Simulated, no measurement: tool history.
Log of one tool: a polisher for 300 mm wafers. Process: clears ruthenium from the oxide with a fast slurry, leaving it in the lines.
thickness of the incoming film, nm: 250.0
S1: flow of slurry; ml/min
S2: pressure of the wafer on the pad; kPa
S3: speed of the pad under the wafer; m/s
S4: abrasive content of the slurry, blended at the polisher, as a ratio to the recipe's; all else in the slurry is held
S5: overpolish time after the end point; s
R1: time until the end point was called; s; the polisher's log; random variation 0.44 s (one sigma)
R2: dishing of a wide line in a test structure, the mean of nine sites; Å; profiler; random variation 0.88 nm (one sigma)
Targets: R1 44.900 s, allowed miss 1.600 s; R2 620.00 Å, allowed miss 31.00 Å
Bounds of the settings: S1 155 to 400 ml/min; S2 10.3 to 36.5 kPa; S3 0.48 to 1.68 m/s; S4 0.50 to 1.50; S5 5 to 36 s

| run | day | S1 | S2 | S3 | S4 | S5 | R1 | R2 |
|---|---|---|---|---|---|---|---|---|
| 1 | 0.000 | 255 | 23.4 | 1.08 | 1.00 | 18 | 42.165 | 734.93 |
| 2 | 0.138 | 255 | 22.8 | 1.08 | 1.00 | 17 | 43.435 | 714.11 |
| 3 | 0.271 | 255 | 22.8 | 1.26 | 1.00 | 17 | 38.597 | 779.18 |
| 4 | 0.346 | 255 | 22.8 | 1.54 | 1.00 | 17 | 32.616 | 881.20 |
| 5 | 0.383 | 255 | 27.6 | 1.54 | 1.00 | 17 | 26.978 | 1022.00 |
| 6 | 0.512 | 255 | 24.1 | 1.52 | 1.00 | 16 | 31.502 | 857.88 |
| 7 | 0.633 | 255 | 21.4 | 1.52 | 1.00 | 16 | 34.829 | 801.27 |
| 8 | 0.946 | 255 | 19.3 | 1.52 | 1.00 | 16 | 38.631 | 730.92 |
| 9 | 1.179 | 255 | 18.6 | 1.52 | 1.00 | 16 | 39.351 | 711.68 |
| 10 | 1.554 | 255 | 17.9 | 1.52 | 1.00 | 16 | 41.952 | 698.90 |
| 11 | 1.883 | 255 | 17.2 | 1.52 | 1.00 | 16 | 44.073 | 662.76 |
| 12 | 2.196 | 255 | 17.2 | 1.52 | 1.00 | 15 | 43.362 | 633.52 |

5 next moves are on the table. One of them brings every result within its allowed miss. Which?
| A | 2.508 | 255 | 17.9 | 1.58 | 0.95 | 15 | ? | ? |
| B | 2.508 | 300 | 15.9 | 1.54 | 1.05 | 15 | ? | ? |
| C | 2.508 | 295 | 19.3 | 1.46 | 0.90 | 16 | ? | ? |
| D | 2.508 | 275 | 17.2 | 1.56 | 1.05 | 14 | ? | ? |
| E | 2.508 | 335 | 15.9 | 1.58 | 1.10 | 14 | ? | ? |

| move | R1 | R2 |
|---|---|---|
| A | 42.232 | 662.08 |
| B | 45.290 | 624.10 |
| C | 42.577 | 694.02 |
| D | 41.730 | 630.96 |
| E | 42.913 | 616.13 |
A: further off than the last run
B: meets every target
C: further off than the last run
D: further off than the last run
E: further off than the last run
Answer: B

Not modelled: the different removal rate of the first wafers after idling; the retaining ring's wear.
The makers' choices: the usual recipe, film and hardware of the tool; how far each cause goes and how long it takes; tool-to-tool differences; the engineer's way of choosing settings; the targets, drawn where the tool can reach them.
